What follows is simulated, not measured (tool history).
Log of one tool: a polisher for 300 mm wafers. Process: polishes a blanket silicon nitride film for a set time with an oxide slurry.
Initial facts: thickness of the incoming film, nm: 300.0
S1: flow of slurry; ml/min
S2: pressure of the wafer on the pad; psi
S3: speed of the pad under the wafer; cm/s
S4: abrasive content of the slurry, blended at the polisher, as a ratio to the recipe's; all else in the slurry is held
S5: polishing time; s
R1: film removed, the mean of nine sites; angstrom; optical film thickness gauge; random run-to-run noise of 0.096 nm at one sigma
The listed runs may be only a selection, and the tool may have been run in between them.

| run | day | S1 | S2 | S3 | S4 | S5 | R1 |
|---|---|---|---|---|---|---|---|
| 1 | 0.000 | 275 | 4.4 | 96 | 1.00 | 24 | 185.33 |
| 2 | 0.225 | 275 | 4.4 | 96 | 0.90 | 24 | 179.52 |
| 3 | 0.567 | 250 | 4.4 | 96 | 0.90 | 24 | 176.77 |
| 4 | 0.596 | 250 | 4.4 | 120 | 0.90 | 24 | 202.96 |
| 5 | 0.775 | 250 | 4.4 | 120 | 1.05 | 24 | 213.86 |
| 6 | 0.933 | 250 | 4.4 | 144 | 1.05 | 24 | 241.97 |
| 7 | 1.029 | 250 | 4.1 | 144 | 1.05 | 24 | 224.69 |

Run 8, settings as shown, results not yet in. Your forecast:
| 8 | 1.221 | 250 | 3.9 | 144 | 1.05 | 24 | ? |

Run 8 came out at R1 214.45 angstrom.

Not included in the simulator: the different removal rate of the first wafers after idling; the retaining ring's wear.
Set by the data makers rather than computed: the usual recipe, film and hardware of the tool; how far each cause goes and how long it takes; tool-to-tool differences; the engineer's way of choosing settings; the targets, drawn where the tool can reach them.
